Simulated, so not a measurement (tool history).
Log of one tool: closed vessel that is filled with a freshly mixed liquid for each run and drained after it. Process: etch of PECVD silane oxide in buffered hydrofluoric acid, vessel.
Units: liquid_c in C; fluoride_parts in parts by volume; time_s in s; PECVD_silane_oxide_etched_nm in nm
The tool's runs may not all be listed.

run  hour  liquid_c  fluoride_parts  time_s  PECVD_silane_oxide_etched_nm
  1   0.0      20.0             9.5      90                        114.03
  2   8.8      20.0             9.5      90                        113.87
  3  15.2      20.0             9.5     100                        126.26
  4  21.1      21.0             9.0     100                        140.18
  5  30.0      21.0             6.5     100                        192.61
  6  35.0      21.0             7.5     100                        162.89
  7  42.8      22.0             7.0     100                        184.65
  8  44.8      22.0             7.0     100                        187.00
  9  50.9      23.0             7.0     100                        195.79
 10  52.0      23.5             7.0     100                        201.69

The next listed run, before its measurement:
 11  59.8      24.0             7.0     100                             ?

PECVD_silane_oxide_etched_nm: 207.39 nm
